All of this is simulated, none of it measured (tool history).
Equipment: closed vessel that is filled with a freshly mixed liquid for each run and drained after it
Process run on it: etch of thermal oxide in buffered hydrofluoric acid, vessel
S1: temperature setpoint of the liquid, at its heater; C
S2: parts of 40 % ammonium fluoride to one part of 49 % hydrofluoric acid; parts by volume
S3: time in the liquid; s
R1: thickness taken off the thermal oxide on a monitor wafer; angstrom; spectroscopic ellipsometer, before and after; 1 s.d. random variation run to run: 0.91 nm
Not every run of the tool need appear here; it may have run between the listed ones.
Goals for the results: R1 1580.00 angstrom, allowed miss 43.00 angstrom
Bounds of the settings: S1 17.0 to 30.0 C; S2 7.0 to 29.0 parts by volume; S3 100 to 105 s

run    day    S1    S2   S3       R1
  1  0.000  22.0  18.0  100   599.03
  2  0.242  24.0  15.5  100   780.34
  3  0.267  24.0  15.5  100   781.08
  4  0.350  24.0  13.0  100   914.07
  5  0.433  24.0  13.0  100   928.86
  6  0.804  24.0  17.5  100   684.70
  7  0.846  25.5  15.5  100   840.08
  8  1.012  26.5  14.0  100   976.75
  9  1.242  27.5  12.5  100  1148.40
 10  1.325  28.0  11.5  100  1280.80
 11  1.350  28.5  11.0  100  1380.40
 12  1.604  29.0  11.0  100  1419.50
 13  1.921  29.5  11.0  100  1453.50
 14  2.246  30.0   9.5  100  1685.20
 15  2.296  29.5   9.5  100  1654.90

Exercise: of the 4 proposed moves below, exactly one satisfies all targets within the stated allowed misses. Which move is it?
  A  2.346  27.0   8.0  100   ?
  B  2.346  29.5   9.0  100   ?
  C  2.346  30.0  10.5  100   ?
  D  2.346  25.5   7.5  100   ?

move       R1
   A  1703.70
   B  1712.00
   C  1568.90
   D  1685.50
A: misses by more than the last run did
B: misses by more than the last run did
C: all results in spec
D: misses by more than the last run did
The move that meets every target is C.
